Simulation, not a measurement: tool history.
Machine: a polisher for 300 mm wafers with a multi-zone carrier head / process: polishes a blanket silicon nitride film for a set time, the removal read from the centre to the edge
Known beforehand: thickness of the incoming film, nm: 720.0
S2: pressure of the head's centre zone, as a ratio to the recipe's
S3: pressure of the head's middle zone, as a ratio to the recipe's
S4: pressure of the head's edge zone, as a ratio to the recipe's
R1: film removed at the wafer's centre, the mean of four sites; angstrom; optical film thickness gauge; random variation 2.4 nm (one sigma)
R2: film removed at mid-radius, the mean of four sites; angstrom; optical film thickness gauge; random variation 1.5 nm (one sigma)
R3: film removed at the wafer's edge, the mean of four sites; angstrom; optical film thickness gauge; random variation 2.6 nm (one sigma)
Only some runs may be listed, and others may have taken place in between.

Run 1, day 0: flow of slurry (ml/min) 185, S2 1, S3 1, S4 1, polishing time (s) 66. Result: R1 1517.7 angstrom, R2 1534.4 angstrom, R3 1579.4 angstrom.
Run 2, day 0.233: flow of slurry (ml/min) 185, S2 1, S3 1, S4 0.97, polishing time (s) 66. Result: R1 1572.5 angstrom, R2 1512.6 angstrom, R3 1522.4 angstrom.
Run 3, day 0.383: flow of slurry (ml/min) 185, S2 1, S3 1, S4 1.02, polishing time (s) 66. Result: R1 1541.3 angstrom, R2 1519.5 angstrom, R3 1585.1 angstrom.
Run 4, day 0.479: flow of slurry (ml/min) 225, S2 1, S3 1, S4 1.02, polishing time (s) 66. Result: R1 1617.4 angstrom, R2 1557.6 angstrom, R3 1618.4 angstrom.
Run 5, day 0.738: flow of slurry (ml/min) 225, S2 1, S3 1, S4 1.02, polishing time (s) 59. Result: R1 1420.7 angstrom, R2 1386.4 angstrom, R3 1436.5 angstrom.
Run 6, day 0.817: flow of slurry (ml/min) 225, S2 1, S3 0.94, S4 1.02, polishing time (s) 59. Result: R1 1409 angstrom, R2 1325.4 angstrom, R3 1456.5 angstrom.

What will run 7 give?
Run 7, day 0.917: flow of slurry (ml/min) 225, S2 1, S3 1.01, S4 1.04, polishing time (s) 66. Result: R1 ?, R2 ?, R3 ?.

{"run 7": {"R1": 1613.6, "R2": 1598.3, "R3": 1599.6}}
